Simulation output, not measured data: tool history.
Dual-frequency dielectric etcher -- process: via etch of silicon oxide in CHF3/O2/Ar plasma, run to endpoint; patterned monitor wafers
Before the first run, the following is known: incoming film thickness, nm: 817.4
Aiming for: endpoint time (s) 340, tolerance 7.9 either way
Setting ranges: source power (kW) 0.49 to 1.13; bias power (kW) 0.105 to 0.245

Run 1, hour 0: source power (kW) 0.81, bias power (kW) 0.175. Result: endpoint time (s) 382.79.
Run 2, hour 6.6: source power (kW) 0.7, bias power (kW) 0.175. Result: endpoint time (s) 406.44.
Run 3, hour 10.4: source power (kW) 0.74, bias power (kW) 0.177. Result: endpoint time (s) 395.79.
Run 4, hour 13: source power (kW) 0.74, bias power (kW) 0.199. Result: endpoint time (s) 378.8.
Run 5, hour 19.8: source power (kW) 0.86, bias power (kW) 0.199. Result: endpoint time (s) 355.94.
Run 6, hour 24.4: source power (kW) 0.87, bias power (kW) 0.2. Result: endpoint time (s) 355.09.
Run 7, hour 30.5: source power (kW) 0.88, bias power (kW) 0.201. Result: endpoint time (s) 353.05.
Run 8, hour 35.6: source power (kW) 0.89, bias power (kW) 0.202. Result: endpoint time (s) 356.08.
Run 9, hour 43.2: source power (kW) 0.99, bias power (kW) 0.21. Result: endpoint time (s) 331.37.

Which one of the following 4 next-run settings gets every result inside its allowed miss? There is exactly one.
Run A, hour 50.8: source power (kW) 0.94, bias power (kW) 0.184. Result: endpoint time (s) ?.
Run B, hour 50.8: source power (kW) 1.03, bias power (kW) 0.162. Result: endpoint time (s) ?.
Run C, hour 50.8: source power (kW) 0.91, bias power (kW) 0.215. Result: endpoint time (s) ?.
Run D, hour 50.8: source power (kW) 0.98, bias power (kW) 0.226. Result: endpoint time (s) ?.

move  endpoint time (s)
   A             354.84
   B             357.57
   C             340.04
   D             324.39
A: carries the result that was furthest off beyond its target, to the other side
B: carries the result that was furthest off beyond its target, to the other side
C: all results in spec
D: the biggest miss grows against the last run
Move C is the one to make.
